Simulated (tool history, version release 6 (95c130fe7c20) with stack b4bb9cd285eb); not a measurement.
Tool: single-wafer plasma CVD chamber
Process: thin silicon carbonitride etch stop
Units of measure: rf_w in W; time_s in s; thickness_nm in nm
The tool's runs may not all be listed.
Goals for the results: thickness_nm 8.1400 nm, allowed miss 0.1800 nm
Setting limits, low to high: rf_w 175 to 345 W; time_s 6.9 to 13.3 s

Run 1, day 0.000: rf_w 260 W, time_s 10.1 s. Result: thickness_nm 7.0299 nm.
Run 2, day 0.258: rf_w 270 W, time_s 10.3 s. Result: thickness_nm 7.2357 nm.
Run 3, day 0.542: rf_w 270 W, time_s 9.1 s. Result: thickness_nm 6.4419 nm.
Run 4, day 0.667: rf_w 280 W, time_s 9.5 s. Result: thickness_nm 6.7968 nm.
Run 5, day 0.762: rf_w 290 W, time_s 9.8 s. Result: thickness_nm 7.1145 nm.
Run 6, day 0.996: rf_w 290 W, time_s 9.2 s. Result: thickness_nm 6.6597 nm.
At day 1.338: RF generator calibrated.
Run 7, day 1.338: rf_w 300 W, time_s 9.6 s. Result: thickness_nm 7.2174 nm.
Run 8, day 1.696: rf_w 310 W, time_s 9.7 s. Result: thickness_nm 7.3932 nm.
Run 9, day 1.996: rf_w 315 W, time_s 9.8 s. Result: thickness_nm 7.5396 nm.
Run 10, day 2.292: rf_w 320 W, time_s 9.9 s. Result: thickness_nm 7.5850 nm.
Run 11, day 2.550: rf_w 325 W, time_s 10.0 s. Result: thickness_nm 7.7713 nm.
Run 12, day 2.738: rf_w 330 W, time_s 10.0 s. Result: thickness_nm 7.8166 nm.
Run 13, day 2.896: rf_w 335 W, time_s 10.0 s. Result: thickness_nm 7.8421 nm.

Of the 5 settings listed for the next run, only one would bring every result within its allowed miss of target. Which one?
Run A, day 3.054: rf_w 335 W, time_s 9.8 s. Result: thickness_nm ?.
Run B, day 3.054: rf_w 330 W, time_s 9.9 s. Result: thickness_nm ?.
Run C, day 3.054: rf_w 310 W, time_s 10.0 s. Result: thickness_nm ?.
Run D, day 3.054: rf_w 345 W, time_s 10.3 s. Result: thickness_nm ?.
Run E, day 3.054: rf_w 340 W, time_s 10.0 s. Result: thickness_nm ?.

move  thickness_nm
   A        7.6350
   B        7.6714
   C        7.5755
   D        8.1095
   E        7.8323
A: misses by more than the last run did
B: misses by more than the last run did
C: misses by more than the last run did
D: all results land within tolerance of their targets
E: neither nearer nor further off than the last run
Correct choice: D, which meets every target

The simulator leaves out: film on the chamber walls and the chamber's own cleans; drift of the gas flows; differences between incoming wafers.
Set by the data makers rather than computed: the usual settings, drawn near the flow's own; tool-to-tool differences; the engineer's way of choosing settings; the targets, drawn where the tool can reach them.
